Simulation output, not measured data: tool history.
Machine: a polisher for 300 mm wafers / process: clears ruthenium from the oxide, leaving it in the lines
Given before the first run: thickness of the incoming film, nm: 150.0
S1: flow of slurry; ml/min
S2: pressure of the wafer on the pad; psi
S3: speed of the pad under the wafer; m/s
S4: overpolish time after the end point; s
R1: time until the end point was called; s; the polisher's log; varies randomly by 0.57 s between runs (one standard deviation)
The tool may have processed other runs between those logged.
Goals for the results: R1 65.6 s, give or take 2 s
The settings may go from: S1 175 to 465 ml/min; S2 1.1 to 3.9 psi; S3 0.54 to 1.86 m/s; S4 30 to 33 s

| run | day | S1 | S2 | S3 | S4 | R1 |
|---|---|---|---|---|---|---|
| 1 | 0 | 295 | 2.5 | 1.18 | 30 | 115.97 |
| 2 | 0.175 | 295 | 2.8 | 1.18 | 30 | 105.62 |
| 3 | 0.317 | 225 | 2.8 | 1.18 | 30 | 108.53 |
| 4 | 0.458 | 240 | 3.1 | 1.2 | 30 | 97.172 |
| 5 | 0.688 | 250 | 3.3 | 1.24 | 30 | 88.989 |
| 6 | 0.746 | 250 | 3.3 | 1.1 | 30 | 98.71 |
| 7 | 0.929 | 260 | 3.9 | 1.36 | 30 | 68.992 |
| 8 | 0.962 | 260 | 3.9 | 1.38 | 30 | 68.155 |

Next run, 4 choices. One meets every target within its allowed miss, the rest don't. Which?
| A | 0.996 | 305 | 3.8 | 1.36 | 30 | ? |
| B | 0.996 | 320 | 3.7 | 1.5 | 30 | ? |
| C | 0.996 | 210 | 3.9 | 1.3 | 30 | ? |
| D | 0.996 | 220 | 3.5 | 1.46 | 33 | ? |

| move | R1 |
|---|---|
| A | 69.459 |
| B | 64.494 |
| C | 72.822 |
| D | 71.659 |
A: further off than the last run
B: hits every target within its allowed miss
C: further off than the last run
D: further off than the last run
The move that meets every target is B.
